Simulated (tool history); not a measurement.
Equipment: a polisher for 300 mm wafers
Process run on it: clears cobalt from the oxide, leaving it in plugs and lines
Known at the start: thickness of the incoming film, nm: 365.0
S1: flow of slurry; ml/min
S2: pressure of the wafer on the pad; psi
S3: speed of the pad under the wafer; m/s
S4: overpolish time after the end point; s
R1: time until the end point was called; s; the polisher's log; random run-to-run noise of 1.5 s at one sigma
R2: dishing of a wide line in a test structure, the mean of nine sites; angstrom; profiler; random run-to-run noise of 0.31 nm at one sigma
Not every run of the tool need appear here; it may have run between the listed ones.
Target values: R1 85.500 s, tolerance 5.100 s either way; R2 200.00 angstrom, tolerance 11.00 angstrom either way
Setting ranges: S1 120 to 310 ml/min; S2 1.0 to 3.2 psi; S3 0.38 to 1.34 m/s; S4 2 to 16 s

{"run": 1, "hour": 0.0, "S1": 200, "S2": 2.1, "S3": 0.86, "S4": 8, "R1": 78.158, "R2": 267.97}
{"run": 2, "hour": 6.0, "S1": 200, "S2": 2.4, "S3": 0.86, "S4": 8, "R1": 67.154, "R2": 293.78}
{"run": 3, "hour": 8.9, "S1": 225, "S2": 2.4, "S3": 0.86, "S4": 8, "R1": 67.302, "R2": 297.94}
{"run": 4, "hour": 16.6, "S1": 225, "S2": 2.3, "S3": 0.86, "S4": 7, "R1": 70.837, "R2": 261.95}
{"run": 5, "hour": 17.4, "S1": 225, "S2": 2.3, "S3": 0.86, "S4": 10, "R1": 69.069, "R2": 333.25}
{"run": 6, "hour": 20.8, "S1": 225, "S2": 2.3, "S3": 0.94, "S4": 10, "R1": 64.002, "R2": 349.59}
{"run": 7, "hour": 21.8, "S1": 225, "S2": 2.1, "S3": 0.94, "S4": 9, "R1": 72.887, "R2": 304.33}
{"run": 8, "hour": 25.0, "S1": 225, "S2": 2.1, "S3": 0.92, "S4": 8, "R1": 70.555, "R2": 281.04}
{"run": 9, "hour": 28.7, "S1": 225, "S2": 2.0, "S3": 0.92, "S4": 7, "R1": 79.143, "R2": 250.44}
{"run": 10, "hour": 35.7, "S1": 225, "S2": 2.0, "S3": 0.88, "S4": 4, "R1": 80.135, "R2": 152.55}
{"run": 11, "hour": 40.5, "S1": 225, "S2": 2.0, "S3": 0.88, "S4": 5, "R1": 80.837, "R2": 187.7}

4 candidate next runs follow, results not yet known. Just one meets every target within its allowed miss. Identify it.
{"run": "A", "hour": 45.3, "S1": 235, "S2": 2.4, "S3": 0.74, "S4": 5, "R1": "?", "R2": "?"}
{"run": "B", "hour": 45.3, "S1": 205, "S2": 2.0, "S3": 0.8, "S4": 5, "R1": "?", "R2": "?"}
{"run": "C", "hour": 45.3, "S1": 230, "S2": 2.2, "S3": 0.74, "S4": 6, "R1": "?", "R2": "?"}
{"run": "D", "hour": 45.3, "S1": 190, "S2": 2.3, "S3": 0.74, "S4": 5, "R1": "?", "R2": "?"}

move=A R1=74.649 R2=187.54
move=B R1=84.734 R2=169.08
move=C R1=81.402 R2=202.54
move=D R1=79.424 R2=178.32
A: the biggest miss grows against the last run
B: the biggest miss grows against the last run
C: every result lands within tolerance
D: the biggest miss grows against the last run
Move C is the one to make.
